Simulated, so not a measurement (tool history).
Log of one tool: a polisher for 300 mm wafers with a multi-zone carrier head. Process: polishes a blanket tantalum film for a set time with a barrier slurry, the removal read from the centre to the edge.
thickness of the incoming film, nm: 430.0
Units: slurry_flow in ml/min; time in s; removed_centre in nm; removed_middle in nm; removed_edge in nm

run,hour,slurry_flow,centre_zone,middle_zone,edge_zone,slurry_solids,time,removed_centre,removed_middle,removed_edge
1,0.0,265,1.00,1.00,1.00,1.00,79,105.58,106.10,107.37
2,1.7,270,1.02,1.01,1.03,1.10,79,112.79,113.12,112.25
3,7.1,275,1.02,1.00,1.06,1.15,80,116.58,111.44,116.86
4,9.1,215,1.02,1.00,1.06,1.15,80,113.31,109.54,115.03
5,16.3,215,1.02,1.05,1.06,1.15,80,109.53,112.74,114.15
6,21.0,230,1.03,1.06,1.08,1.20,80,117.70,118.32,115.85
7,28.7,240,1.02,1.06,1.10,1.25,81,118.53,121.37,119.07
8,30.7,240,1.02,1.05,1.11,1.30,82,120.52,123.10,124.08

Run 9 comes next. What will it give?
9,32.0,250,1.03,1.05,1.13,1.35,82,?,?,?

removed_centre: 125.68 nm
removed_middle: 122.21 nm
removed_edge: 126.26 nm

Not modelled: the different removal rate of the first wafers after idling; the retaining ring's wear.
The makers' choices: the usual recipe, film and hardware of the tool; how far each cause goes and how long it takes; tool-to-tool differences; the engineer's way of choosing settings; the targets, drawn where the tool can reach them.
